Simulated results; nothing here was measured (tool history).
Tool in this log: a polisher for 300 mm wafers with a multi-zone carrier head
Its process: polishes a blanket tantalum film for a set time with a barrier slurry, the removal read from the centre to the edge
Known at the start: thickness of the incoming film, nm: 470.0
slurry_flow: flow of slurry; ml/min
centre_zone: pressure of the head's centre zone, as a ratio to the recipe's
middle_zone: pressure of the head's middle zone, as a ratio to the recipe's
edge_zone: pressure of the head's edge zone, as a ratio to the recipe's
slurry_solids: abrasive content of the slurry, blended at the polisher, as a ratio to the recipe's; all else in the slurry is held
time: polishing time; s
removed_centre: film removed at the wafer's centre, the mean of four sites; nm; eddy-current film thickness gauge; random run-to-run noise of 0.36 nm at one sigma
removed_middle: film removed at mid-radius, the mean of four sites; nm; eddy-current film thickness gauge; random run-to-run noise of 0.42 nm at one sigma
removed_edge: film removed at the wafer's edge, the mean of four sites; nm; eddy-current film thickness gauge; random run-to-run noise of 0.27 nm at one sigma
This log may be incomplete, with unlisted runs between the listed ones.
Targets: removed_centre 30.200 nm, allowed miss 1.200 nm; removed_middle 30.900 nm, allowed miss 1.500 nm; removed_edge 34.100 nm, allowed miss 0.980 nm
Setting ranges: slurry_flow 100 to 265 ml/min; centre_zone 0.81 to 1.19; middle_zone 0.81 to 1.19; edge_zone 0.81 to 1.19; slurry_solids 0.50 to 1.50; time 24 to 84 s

run   hour  slurry_flow  centre_zone  middle_zone  edge_zone  slurry_solids  time  removed_centre  removed_middle  removed_edge
  1    0.0          170         1.00         1.00       1.00           1.00    54          48.387          50.277        46.103
  2    0.7          155         0.96         0.95       1.00           0.85    52          41.146          42.810        41.558
  3    8.7          180         0.96         0.95       1.00           0.85    52          42.168          44.035        41.987
  4   13.1          180         1.03         0.95       1.00           0.85    52          45.346          44.317        42.023
  5   22.1          180         1.10         0.95       1.00           0.85    52          49.070          43.521        42.010
  6   25.9          180         1.10         0.95       0.92           0.85    52          47.625          44.034        40.652
  7   32.4          160         1.04         0.91       0.94           0.75    51          42.021          38.974        36.892
  8   35.6          150         0.97         0.88       0.98           0.70    51          36.359          36.030        36.209
  9   43.5          110         0.89         0.81       1.00           0.60    51          29.289          29.765        31.708
 10   45.2          120         0.89         0.81       1.02           0.60    51          29.536          30.080        32.281
 11   52.9          125         0.89         0.81       1.04           0.60    51          29.898          29.311        32.738
 12   60.1          135         0.86         0.86       1.07           0.70    51          32.617          34.990        37.661
 13   65.5          125         0.86         0.85       1.06           0.70    51          31.901          34.215        36.902
 14   73.6          120         0.86         0.84       1.06           0.70    51          31.648          34.028        37.025
 15   79.9          110         0.89         0.81       1.03           0.50    50          24.096          24.240        27.082
 16   87.0          135         0.87         0.81       1.03           0.50    50          24.530          26.048        27.507
 17   87.9          140         0.88         0.83       1.05           0.55    50          26.966          28.359        30.457
 18   94.1          155         0.89         0.84       1.07           0.55    50          27.866          28.838        31.472
 19  101.7          165         0.90         0.85       1.08           0.55    50          28.863          29.978        31.979
     106.5  -- edge zone pressure recalibrated
 20  106.5          170         0.90         0.85       1.10           0.55    50          28.653          29.385        33.920
 21  114.5          170         0.90         0.85       1.10           0.55    50          28.584          29.826        33.918

Which of these 5 next moves meets every target?
  A  122.5          195         0.87         0.94       1.16           0.60    44               ?               ?             ?
  B  122.5          135         0.94         0.89       1.09           0.70    44               ?               ?             ?
  C  122.5          145         0.82         0.89       1.12           0.55    52               ?               ?             ?
  D  122.5          145         0.87         0.95       1.16           0.90    38               ?               ?             ?
  E  122.5          170         0.85         0.85       1.08           0.70    43               ?               ?             ?

move  removed_centre  removed_middle  removed_edge
   A          26.820          30.009        33.495
   B          30.437          30.569        34.732
   C          26.683          30.738        35.288
   D          27.917          31.596        35.378
   E          27.824          29.939        34.573
A: the biggest miss grows against the last run
B: hits every target within its allowed miss
C: the biggest miss grows against the last run
D: the biggest miss grows against the last run
E: the biggest miss grows against the last run
Correct choice: B, which meets every target
